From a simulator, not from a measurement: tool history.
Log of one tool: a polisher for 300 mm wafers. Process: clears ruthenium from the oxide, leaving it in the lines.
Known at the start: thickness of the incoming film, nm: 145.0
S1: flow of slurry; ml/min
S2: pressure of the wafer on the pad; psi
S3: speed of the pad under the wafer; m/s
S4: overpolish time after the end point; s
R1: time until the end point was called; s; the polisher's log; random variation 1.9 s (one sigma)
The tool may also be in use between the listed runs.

run	hour	S1	S2	S3	S4	R1
1	0.0	150	2.6	0.92	10	150.11
2	3.4	150	2.6	0.92	7	149.68
3	7.9	150	2.9	0.92	7	132.99
4	13.9	180	2.9	0.92	7	133.44
5	21.6	180	3.1	0.94	7	121.66
6	25.4	180	3.1	1.04	7	112.24
7	29.8	180	3.2	1.04	7	109.12
8	37.7	180	3.2	1.04	7	104.84
9	41.4	180	3.3	1.04	7	102.17

Run 10 comes next. What will it give?
10	48.3	180	3.4	1.04	7	?

{"run 10": {"R1": 102.12}}
